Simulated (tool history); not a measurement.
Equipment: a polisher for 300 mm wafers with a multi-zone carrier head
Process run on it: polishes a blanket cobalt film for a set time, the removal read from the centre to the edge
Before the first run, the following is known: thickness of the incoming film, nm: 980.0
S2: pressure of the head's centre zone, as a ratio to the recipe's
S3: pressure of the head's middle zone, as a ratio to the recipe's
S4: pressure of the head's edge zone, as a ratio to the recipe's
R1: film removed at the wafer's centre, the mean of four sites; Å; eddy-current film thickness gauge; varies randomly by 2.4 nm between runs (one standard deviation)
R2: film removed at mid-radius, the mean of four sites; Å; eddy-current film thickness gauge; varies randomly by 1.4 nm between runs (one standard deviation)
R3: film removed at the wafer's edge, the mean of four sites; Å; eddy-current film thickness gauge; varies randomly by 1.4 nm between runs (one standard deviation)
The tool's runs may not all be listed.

run 1 hour=0.0 | flow_of_slurry_(ml/min)=310 S2=1.00 S3=1.00 S4=1.00 polishing_time_(s)=68 | R1=3606.6 R2=3659.2 R3=3602.0
run 2 hour=5.4 | flow_of_slurry_(ml/min)=310 S2=1.01 S3=0.98 S4=0.96 polishing_time_(s)=60 | R1=3184.2 R2=3148.0 R3=3119.4
run 3 hour=10.8 | flow_of_slurry_(ml/min)=310 S2=1.02 S3=0.97 S4=0.93 polishing_time_(s)=55 | R1=2955.0 R2=2859.8 R3=2817.9
run 4 hour=19.6 | flow_of_slurry_(ml/min)=310 S2=1.02 S3=0.97 S4=0.88 polishing_time_(s)=55 | R1=2904.6 R2=2846.0 R3=2741.8
run 5 hour=25.4 | flow_of_slurry_(ml/min)=310 S2=1.02 S3=0.97 S4=0.88 polishing_time_(s)=61 | R1=3259.5 R2=3159.6 R3=3086.2
run 6 hour=26.8 | flow_of_slurry_(ml/min)=380 S2=1.02 S3=0.97 S4=0.88 polishing_time_(s)=61 | R1=3361.1 R2=3222.0 R3=3130.7
run 7 hour=31.3 | flow_of_slurry_(ml/min)=365 S2=1.03 S3=0.96 S4=0.86 polishing_time_(s)=56 | R1=3097.5 R2=2940.9 R3=2781.9

Forecast run 8:
run 8 hour=38.0 | flow_of_slurry_(ml/min)=365 S2=1.03 S3=0.96 S4=0.86 polishing_time_(s)=56 | R1=? R2=? R3=?

{"run 8": {"R1": 3153.8, "R2": 2928.8, "R3": 2842.1}}
